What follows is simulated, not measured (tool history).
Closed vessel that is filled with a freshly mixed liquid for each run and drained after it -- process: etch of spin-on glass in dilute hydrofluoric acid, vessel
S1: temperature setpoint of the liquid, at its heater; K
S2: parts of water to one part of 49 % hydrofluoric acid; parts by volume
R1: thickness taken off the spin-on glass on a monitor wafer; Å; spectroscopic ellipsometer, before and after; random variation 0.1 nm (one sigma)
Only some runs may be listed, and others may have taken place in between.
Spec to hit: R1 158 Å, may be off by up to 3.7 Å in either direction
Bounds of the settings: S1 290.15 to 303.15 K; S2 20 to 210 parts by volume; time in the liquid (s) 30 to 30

run 1 hour=0 | S1=295.15 S2=115 time_in_the_liquid_(s)=30 | R1=57.857
run 2 hour=1.8 | S1=295.15 S2=115 time_in_the_liquid_(s)=30 | R1=57.586
run 3 hour=6.1 | S1=295.15 S2=150 time_in_the_liquid_(s)=30 | R1=42.735
run 4 hour=10 | S1=295.15 S2=150 time_in_the_liquid_(s)=30 | R1=42.37
run 5 hour=12.6 | S1=295.15 S2=150 time_in_the_liquid_(s)=30 | R1=42.162
run 6 hour=20.6 | S1=297.15 S2=125 time_in_the_liquid_(s)=30 | R1=56.958
run 7 hour=21.8 | S1=298.65 S2=105 time_in_the_liquid_(s)=30 | R1=73.932
run 8 hour=27.1 | S1=299.65 S2=90 time_in_the_liquid_(s)=30 | R1=91.477
run 9 hour=28.9 | S1=300.65 S2=80 time_in_the_liquid_(s)=30 | R1=108.16
run 10 hour=35.5 | S1=301.15 S2=75 time_in_the_liquid_(s)=30 | R1=117.91
run 11 hour=36.8 | S1=301.65 S2=70 time_in_the_liquid_(s)=30 | R1=130.42
run 12 hour=43.1 | S1=302.15 S2=70 time_in_the_liquid_(s)=30 | R1=133.78
run 13 hour=51.2 | S1=302.65 S2=65 time_in_the_liquid_(s)=30 | R1=147.47
run 14 hour=53.9 | S1=303.15 S2=60 time_in_the_liquid_(s)=30 | R1=163.66

Exercise: of the 4 proposed moves below, exactly one satisfies all targets within the stated allowed misses. Which move is it?
run A hour=56.6 | S1=303.15 S2=65 time_in_the_liquid_(s)=30 | R1=?
run B hour=56.6 | S1=301.65 S2=55 time_in_the_liquid_(s)=30 | R1=?
run C hour=56.6 | S1=302.15 S2=60 time_in_the_liquid_(s)=30 | R1=?
run D hour=56.6 | S1=301.15 S2=60 time_in_the_liquid_(s)=30 | R1=?

move=A R1=148.53
move=B R1=168.01
move=C R1=155.91
move=D R1=149.9
A: the result that was furthest off in the last run now lies on the other side of its target
B: its largest miss is bigger than the last run's
C: all results land within tolerance of their targets
D: the result that was furthest off in the last run now lies on the other side of its target
Answer: C

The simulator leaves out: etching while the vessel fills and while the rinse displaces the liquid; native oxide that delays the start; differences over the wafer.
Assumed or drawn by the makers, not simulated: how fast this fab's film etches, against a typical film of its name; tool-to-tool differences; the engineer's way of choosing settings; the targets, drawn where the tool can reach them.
